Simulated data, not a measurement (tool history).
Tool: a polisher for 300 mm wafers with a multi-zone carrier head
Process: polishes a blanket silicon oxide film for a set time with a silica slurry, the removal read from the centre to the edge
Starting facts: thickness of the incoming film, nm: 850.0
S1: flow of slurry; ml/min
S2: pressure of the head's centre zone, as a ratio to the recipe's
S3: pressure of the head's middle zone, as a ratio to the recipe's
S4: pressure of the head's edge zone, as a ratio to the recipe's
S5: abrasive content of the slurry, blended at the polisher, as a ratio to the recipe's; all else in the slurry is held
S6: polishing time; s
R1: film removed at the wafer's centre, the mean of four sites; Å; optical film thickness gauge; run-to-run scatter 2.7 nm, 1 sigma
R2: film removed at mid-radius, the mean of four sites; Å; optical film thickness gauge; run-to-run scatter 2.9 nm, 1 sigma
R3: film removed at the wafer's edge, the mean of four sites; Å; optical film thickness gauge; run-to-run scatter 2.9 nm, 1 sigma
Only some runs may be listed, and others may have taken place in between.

Run 1, hour 0.0: S1 190 ml/min, S2 1.00, S3 1.00, S4 1.00, S5 1.00, S6 64 s. Result: R1 2028.5 Å, R2 2061.9 Å, R3 2071.6 Å.
Run 2, hour 9.0: S1 190 ml/min, S2 1.00, S3 1.07, S4 1.00, S5 1.00, S6 64 s. Result: R1 2073.6 Å, R2 2208.7 Å, R3 2022.4 Å.
Run 3, hour 15.1: S1 185 ml/min, S2 0.99, S3 1.05, S4 1.01, S5 1.00, S6 64 s. Result: R1 2020.1 Å, R2 2103.2 Å, R3 2079.3 Å.
Run 4, hour 19.4: S1 185 ml/min, S2 0.99, S3 1.05, S4 1.01, S5 1.00, S6 53 s. Result: R1 1663.1 Å, R2 1824.1 Å, R3 1731.4 Å.
Run 5, hour 27.8: S1 185 ml/min, S2 0.99, S3 1.04, S4 1.03, S5 1.05, S6 53 s. Result: R1 1705.2 Å, R2 1777.1 Å, R3 1783.5 Å.
Run 6, hour 29.6: S1 185 ml/min, S2 0.99, S3 1.10, S4 1.03, S5 1.05, S6 53 s. Result: R1 1705.1 Å, R2 1915.9 Å, R3 1781.7 Å.
Run 7, hour 32.4: S1 185 ml/min, S2 0.99, S3 1.10, S4 1.05, S5 1.10, S6 53 s. Result: R1 1739.0 Å, R2 1958.1 Å, R3 1834.1 Å.
Run 8, hour 39.1: S1 185 ml/min, S2 0.99, S3 1.09, S4 1.07, S5 1.15, S6 53 s. Result: R1 1820.3 Å, R2 1961.9 Å, R3 1894.6 Å.
Run 9, hour 41.3: S1 185 ml/min, S2 0.98, S3 1.08, S4 1.09, S5 1.20, S6 53 s. Result: R1 1811.7 Å, R2 2018.6 Å, R3 2012.3 Å.
Run 10, hour 44.2: S1 195 ml/min, S2 1.01, S3 0.99, S4 1.18, S5 1.25, S6 53 s. Result: R1 1958.7 Å, R2 1908.5 Å, R3 2131.5 Å.

Expected results for the next run?
At hour 46.1: slurry nozzle cleaned.
Run 11, hour 46.1: S1 195 ml/min, S2 1.00, S3 0.99, S4 1.18, S5 1.25, S6 53 s. Result: R1 ?, R2 ?, R3 ?.

{"run 11": {"R1": 2185.7, "R2": 2139.5, "R3": 2315.8}}
